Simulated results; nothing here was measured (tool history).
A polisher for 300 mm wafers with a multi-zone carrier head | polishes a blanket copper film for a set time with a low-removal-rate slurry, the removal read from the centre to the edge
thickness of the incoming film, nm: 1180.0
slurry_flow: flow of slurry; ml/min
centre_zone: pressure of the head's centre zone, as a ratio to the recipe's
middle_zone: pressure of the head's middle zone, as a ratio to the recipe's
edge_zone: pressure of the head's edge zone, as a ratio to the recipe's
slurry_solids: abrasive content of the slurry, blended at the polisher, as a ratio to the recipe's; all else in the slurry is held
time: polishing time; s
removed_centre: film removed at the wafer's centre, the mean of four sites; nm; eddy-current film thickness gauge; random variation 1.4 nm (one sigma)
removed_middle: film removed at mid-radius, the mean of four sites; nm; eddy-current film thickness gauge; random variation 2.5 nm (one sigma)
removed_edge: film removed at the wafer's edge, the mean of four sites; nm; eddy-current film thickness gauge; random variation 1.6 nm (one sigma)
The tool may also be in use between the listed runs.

| run | day | slurry_flow | centre_zone | middle_zone | edge_zone | slurry_solids | time | removed_centre | removed_middle | removed_edge |
|---|---|---|---|---|---|---|---|---|---|---|
| 1 | 0 | 295 | 1 | 1 | 1 | 1 | 74 | 119.68 | 115.63 | 118.28 |
| 2 | 0.142 | 295 | 0.95 | 1 | 1 | 1 | 74 | 111.02 | 115.31 | 116.65 |
| 3 | 0.383 | 295 | 0.95 | 1 | 1 | 1 | 61 | 92.538 | 95.121 | 97.266 |
| 4 | 0.629 | 295 | 0.96 | 1.01 | 1.03 | 1.1 | 69 | 107.52 | 109.5 | 113.97 |
| 5 | 0.917 | 295 | 0.96 | 1.01 | 1.03 | 1 | 69 | 104.39 | 109.97 | 111.24 |
| 6 | 1.25 | 295 | 0.96 | 1.01 | 1.03 | 1 | 54 | 82.189 | 85.812 | 87.902 |
| 7 | 1.496 | 300 | 0.98 | 1.03 | 1.06 | 1.1 | 63 | 100.63 | 104.47 | 105.91 |
| 8 | 1.838 | 300 | 0.99 | 1.04 | 1.08 | 1.2 | 70 | 114.06 | 117.18 | 120.41 |
| 9 | 1.954 | 300 | 1 | 1.05 | 1.1 | 1.25 | 76 | 125.07 | 131.24 | 133.86 |
| 10 | 2.304 | 300 | 1.01 | 1.05 | 1.12 | 1.3 | 80 | 134.36 | 138.67 | 143.12 |

Forecast run 11:
| 11 | 2.45 | 305 | 1.02 | 1.05 | 1.13 | 1.35 | 84 | ? | ? | ? |

removed_centre: 146.19 nm
removed_middle: 149.35 nm
removed_edge: 153.13 nm
